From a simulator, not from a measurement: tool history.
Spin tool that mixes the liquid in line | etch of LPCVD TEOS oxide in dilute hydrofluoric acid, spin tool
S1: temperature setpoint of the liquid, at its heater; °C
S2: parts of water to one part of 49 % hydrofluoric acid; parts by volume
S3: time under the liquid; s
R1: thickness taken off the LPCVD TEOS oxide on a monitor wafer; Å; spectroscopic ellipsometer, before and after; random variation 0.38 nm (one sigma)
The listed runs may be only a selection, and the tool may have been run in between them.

run,hour,S1,S2,S3,R1
1,0,24,175,300,337.85
2,6.7,26,150,300,440.6
3,10.9,24,150,300,406.62
4,14.1,24,150,300,409.05
5,20.5,26,130,300,516.26
6,24.2,27.5,120,300,598.01
7,26.9,28.5,115,300,650.5
8,34.5,32,90,300,989.93
9,36.2,31.5,90,300,970.63

Run 10 comes next. What will it give?
10,43.7,31,90,300,?

For run 10 the tool returned R1 954.84 Å.
